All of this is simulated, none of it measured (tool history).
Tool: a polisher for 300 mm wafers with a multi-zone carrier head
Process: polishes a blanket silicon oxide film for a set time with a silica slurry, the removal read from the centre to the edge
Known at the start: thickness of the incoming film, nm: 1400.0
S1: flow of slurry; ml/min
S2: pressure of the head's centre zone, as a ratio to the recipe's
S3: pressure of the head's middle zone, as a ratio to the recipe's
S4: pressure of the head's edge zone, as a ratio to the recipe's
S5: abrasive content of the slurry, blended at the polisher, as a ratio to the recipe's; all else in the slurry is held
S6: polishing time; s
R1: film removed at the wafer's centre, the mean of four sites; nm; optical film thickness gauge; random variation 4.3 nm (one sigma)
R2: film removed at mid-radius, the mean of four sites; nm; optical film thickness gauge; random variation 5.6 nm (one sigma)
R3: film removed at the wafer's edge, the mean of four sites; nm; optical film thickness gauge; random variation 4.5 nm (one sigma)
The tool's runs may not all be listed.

| run | hour | S1 | S2 | S3 | S4 | S5 | S6 | R1 | R2 | R3 |
|---|---|---|---|---|---|---|---|---|---|---|
| 1 | 0.0 | 275 | 1.00 | 1.00 | 1.00 | 1.00 | 60 | 272.53 | 272.78 | 276.07 |
| 2 | 7.3 | 275 | 1.01 | 1.02 | 1.01 | 1.10 | 60 | 280.20 | 288.48 | 286.61 |
| 3 | 12.2 | 275 | 1.01 | 1.09 | 1.01 | 1.10 | 60 | 281.95 | 296.61 | 279.67 |
| 4 | 19.1 | 275 | 0.97 | 1.09 | 1.01 | 1.10 | 60 | 275.36 | 302.70 | 281.14 |
| 5 | 26.3 | 275 | 0.97 | 1.17 | 1.01 | 1.10 | 60 | 274.49 | 318.88 | 278.76 |
| 6 | 27.3 | 275 | 0.97 | 1.17 | 0.93 | 1.10 | 60 | 275.60 | 313.20 | 266.96 |
| 7 | 35.9 | 275 | 0.98 | 1.17 | 0.95 | 1.15 | 61 | 285.46 | 324.65 | 275.09 |
| 8 | 41.5 | 275 | 0.99 | 1.16 | 0.97 | 1.20 | 62 | 293.86 | 337.34 | 286.46 |
| 9 | 44.7 | 275 | 1.01 | 1.14 | 0.99 | 1.25 | 63 | 308.61 | 344.28 | 303.50 |
| 10 | 53.0 | 290 | 1.11 | 1.17 | 1.07 | 1.50 | 64 | 362.03 | 361.15 | 335.14 |

Forecast run 11:
| 11 | 60.1 | 290 | 1.11 | 1.17 | 1.07 | 1.50 | 65 | ? | ? | ? |

{"run 11": {"R1": 361.9, "R2": 379.83, "R3": 345.89}}

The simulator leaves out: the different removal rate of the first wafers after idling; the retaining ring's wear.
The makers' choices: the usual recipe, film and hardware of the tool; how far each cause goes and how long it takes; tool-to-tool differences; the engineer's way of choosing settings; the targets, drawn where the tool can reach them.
